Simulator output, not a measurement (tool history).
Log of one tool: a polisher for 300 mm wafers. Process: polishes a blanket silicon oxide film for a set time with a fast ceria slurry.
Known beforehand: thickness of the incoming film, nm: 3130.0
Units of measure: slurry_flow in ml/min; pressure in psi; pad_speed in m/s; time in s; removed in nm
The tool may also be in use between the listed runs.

run  hour  slurry_flow  pressure  pad_speed  time  removed
  1     0          205         2        1.2    17   202.59
  2   6.3          205       1.5        1.2    17   152.13
  3   7.6          180       1.5        1.2    17   148.19
  4  13.2          160       1.5        1.2    17   144.46
  5  19.7          160       1.5       0.98    17      121
  6  23.9          160       1.5       0.98    17   118.74
  7    31          170         2       1.02    17    170.3
  8  32.3          175       2.4       1.04    17   206.64

The next listed run, before its measurement:
  9  40.8          190       2.6       1.08    17        ?

{"run 9": {"removed": 231.42}}

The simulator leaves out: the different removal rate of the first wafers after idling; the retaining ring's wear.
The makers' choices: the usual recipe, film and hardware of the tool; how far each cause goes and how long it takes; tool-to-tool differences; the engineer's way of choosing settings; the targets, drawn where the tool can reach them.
